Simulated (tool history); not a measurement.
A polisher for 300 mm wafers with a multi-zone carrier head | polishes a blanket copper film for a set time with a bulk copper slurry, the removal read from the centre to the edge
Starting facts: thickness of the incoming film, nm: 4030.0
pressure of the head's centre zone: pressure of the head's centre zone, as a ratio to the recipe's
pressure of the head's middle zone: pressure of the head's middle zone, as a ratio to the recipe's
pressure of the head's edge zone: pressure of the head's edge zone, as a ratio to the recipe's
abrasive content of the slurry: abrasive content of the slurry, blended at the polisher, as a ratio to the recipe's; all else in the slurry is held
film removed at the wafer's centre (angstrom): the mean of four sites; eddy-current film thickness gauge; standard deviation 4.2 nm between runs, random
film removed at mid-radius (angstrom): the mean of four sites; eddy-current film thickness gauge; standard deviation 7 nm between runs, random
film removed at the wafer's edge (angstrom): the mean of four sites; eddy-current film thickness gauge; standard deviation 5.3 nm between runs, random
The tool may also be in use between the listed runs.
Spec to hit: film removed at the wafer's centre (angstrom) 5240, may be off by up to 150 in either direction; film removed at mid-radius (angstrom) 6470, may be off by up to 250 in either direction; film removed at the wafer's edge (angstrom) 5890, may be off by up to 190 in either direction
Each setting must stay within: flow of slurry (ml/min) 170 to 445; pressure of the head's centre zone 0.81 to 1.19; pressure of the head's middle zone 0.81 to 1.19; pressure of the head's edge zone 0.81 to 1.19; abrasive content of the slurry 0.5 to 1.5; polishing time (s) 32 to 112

run,hour,flow of slurry (ml/min),pressure of the head's centre zone,pressure of the head's middle zone,pressure of the head's edge zone,abrasive content of the slurry,polishing time (s),film removed at the wafer's centre (angstrom),film removed at mid-radius (angstrom),film removed at the wafer's edge (angstrom)
1,0,285,1,1,1,1,72,7787.9,7695.7,7489.4
2,0.6,285,1,1,1,1.15,72,7886.7,7877.4,7766.1
3,6.1,285,1,1,0.95,1.15,72,7948.2,7839.9,7475.2
4,13.9,285,1.07,1,0.95,1.15,72,8546.8,7928.5,7550.5
5,17.5,285,1.07,1,0.95,1.35,72,8863.2,8165.5,7843.3
6,24.3,280,1.03,1,0.95,1.25,71,8160.9,7754.7,7568.3
7,32.7,280,1.03,1,0.95,1.25,71,8236.5,7706.4,7707.7
8,37.3,280,1,1.01,0.95,1.15,70,7700.8,7818.1,7350.8
9,41.4,230,0.9,0.91,0.95,0.9,65,5907.9,6032.4,6472.6
10,48.7,230,0.89,0.92,0.93,0.9,65,5893.7,6091.8,6469.8
11,51.9,225,0.81,1.02,0.83,0.65,63,4857,6206.1,5395.2
12,59.9,230,0.81,1.02,0.84,0.65,63,4923.8,6121.7,5457.2
13,62.7,235,0.81,1.03,0.85,0.65,63,4911.8,6095.3,5570.2
14,68.5,240,0.81,1.04,0.85,0.65,63,4897.2,6275.1,5550.3
15,76.1,245,0.82,1.04,0.86,0.65,63,4941.1,6182,5587.3
16,82.1,250,0.82,1.04,0.86,0.65,63,5023.5,6306.2,5620.3
17,83.2,255,0.82,1.04,0.86,0.65,63,5025.2,6241.7,5574.2

Next run, 5 choices. One meets every target within its allowed miss, the rest don't. Which?
A,84.3,200,0.82,1.03,0.85,0.75,66,?,?,?
B,84.3,240,0.87,1.05,0.9,0.6,66,?,?,?
C,84.3,250,0.85,1.18,0.84,0.75,60,?,?,?
D,84.3,190,0.83,1.07,0.86,0.95,58,?,?,?
E,84.3,285,0.85,1.09,0.81,0.6,69,?,?,?

move,film removed at the wafer's centre (angstrom),film removed at mid-radius (angstrom),film removed at the wafer's edge (angstrom)
A,5251.5,6429.8,5873.4
B,5496.7,6422.6,5884.7
C,5128.8,6772.5,5424.3
D,4854.7,6068.7,5404.1
E,5741.1,7074.6,5955.4
A: hits every target within its allowed miss
B: puts the biggest miss on target and leaves a different result outside tolerance
C: further off than the last run
D: further off than the last run
E: puts the biggest miss on target and leaves a different result outside tolerance
Correct choice: A, which meets every target
